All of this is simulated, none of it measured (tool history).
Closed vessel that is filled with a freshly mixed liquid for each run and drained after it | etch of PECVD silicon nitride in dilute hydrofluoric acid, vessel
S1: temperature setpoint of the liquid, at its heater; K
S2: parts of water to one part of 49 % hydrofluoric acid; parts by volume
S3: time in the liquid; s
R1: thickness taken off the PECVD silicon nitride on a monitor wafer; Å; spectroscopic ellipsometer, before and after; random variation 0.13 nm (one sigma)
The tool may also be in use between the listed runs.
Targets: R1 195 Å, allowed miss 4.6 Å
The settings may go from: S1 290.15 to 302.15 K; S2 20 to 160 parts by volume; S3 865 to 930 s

| run | hour | S1 | S2 | S3 | R1 |
|---|---|---|---|---|---|
| 1 | 0 | 294.15 | 90 | 865 | 128.89 |
| 2 | 7.3 | 296.15 | 90 | 865 | 149.91 |
| 3 | 11.3 | 293.65 | 90 | 865 | 126.44 |
| 4 | 19 | 295.65 | 90 | 865 | 144.66 |
| 5 | 26 | 292.65 | 90 | 865 | 117.59 |
| 6 | 27 | 295.15 | 90 | 865 | 140.23 |
| 7 | 33.3 | 296.65 | 90 | 865 | 155.12 |
| 8 | 37.5 | 300.65 | 90 | 865 | 204.43 |

Which of these 4 next moves meets every target?
| A | 41.7 | 301.15 | 95 | 865 | ? |
| B | 41.7 | 299.65 | 85 | 895 | ? |
| C | 41.7 | 299.65 | 80 | 880 | ? |
| D | 41.7 | 302.15 | 100 | 930 | ? |

| move | R1 |
|---|---|
| A | 196.55 |
| B | 206.23 |
| C | 215.34 |
| D | 213.93 |
A: meets every target
B: further off than the last run
C: further off than the last run
D: further off than the last run
The right move is A.
